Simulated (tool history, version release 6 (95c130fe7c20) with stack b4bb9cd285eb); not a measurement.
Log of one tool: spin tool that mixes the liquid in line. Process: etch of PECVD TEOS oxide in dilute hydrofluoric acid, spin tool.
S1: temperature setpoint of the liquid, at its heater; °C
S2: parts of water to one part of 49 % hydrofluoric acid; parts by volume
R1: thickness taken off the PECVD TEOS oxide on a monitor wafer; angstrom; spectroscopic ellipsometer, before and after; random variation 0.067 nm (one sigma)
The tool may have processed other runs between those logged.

Run 1, hour 0: S1 22 °C, S2 140 parts by volume, time under the liquid (s) 295. Result: R1 184.11 angstrom.
Run 2, hour 1.5: S1 21 °C, S2 140 parts by volume, time under the liquid (s) 295. Result: R1 178.32 angstrom.
Run 3, hour 2.6: S1 20 °C, S2 140 parts by volume, time under the liquid (s) 295. Result: R1 170.24 angstrom.
Run 4, hour 8.4: S1 19.5 °C, S2 140 parts by volume, time under the liquid (s) 295. Result: R1 166.36 angstrom.
Run 5, hour 16.2: S1 19.5 °C, S2 110 parts by volume, time under the liquid (s) 295. Result: R1 219.51 angstrom.
Run 6, hour 21.2: S1 19.5 °C, S2 110 parts by volume, time under the liquid (s) 315. Result: R1 232.68 angstrom.
Run 7, hour 29.9: S1 19.5 °C, S2 110 parts by volume, time under the liquid (s) 315. Result: R1 235.32 angstrom.

Run 8, settings as shown, results not yet in. Your forecast:
Run 8, hour 30.8: S1 19 °C, S2 120 parts by volume, time under the liquid (s) 315. Result: R1 ?.

{"run 8": {"R1": 209.14}}
